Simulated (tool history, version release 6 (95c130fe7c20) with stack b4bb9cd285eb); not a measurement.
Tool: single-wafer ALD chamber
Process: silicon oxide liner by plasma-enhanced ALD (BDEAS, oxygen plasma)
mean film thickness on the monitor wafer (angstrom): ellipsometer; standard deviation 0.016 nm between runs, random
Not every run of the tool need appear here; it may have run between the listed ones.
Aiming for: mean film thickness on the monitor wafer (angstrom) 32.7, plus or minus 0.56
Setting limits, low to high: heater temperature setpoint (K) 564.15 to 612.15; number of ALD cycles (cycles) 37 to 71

run    day  heater temperature setpoint (K)  number of ALD cycles (cycles)  mean film thickness on the monitor wafer (angstrom)
  1      0                           588.15                             54                                               43.475
  2  0.129                           589.15                             52                                               41.341
  3  0.183                           590.15                             51                                               41.045
  4  0.542                           590.15                             47                                               37.478
  5    0.6                           590.15                             46                                               36.982
  6  0.925                           586.15                             46                                               36.749
  7  1.242                           586.15                             45                                               36.189
  8    1.6                           586.15                             45                                               36.458
  9  1.838                           586.15                             44                                               35.486
 10  2.054                           586.15                             43                                               34.671

5 next moves are on the table. One of them brings every result within its allowed miss. Which?
  A  2.271                           588.15                             42                                                    ?
  B  2.271                           586.15                             46                                                    ?
  C  2.271                           589.15                             41                                                    ?
  D  2.271                           580.15                             46                                                    ?
  E  2.271                           586.15                             42                                                    ?

move  mean film thickness on the monitor wafer (angstrom)
   A                                                33.78
   B                                               37.118
   C                                               32.922
   D                                               37.479
   E                                                33.89
A: moves toward the targets from the last run without getting all of them in spec
B: moves away from the targets compared with the last run
C: every result within its allowed miss
D: moves away from the targets compared with the last run
E: moves toward the targets from the last run without getting all of them in spec
The right move is C.
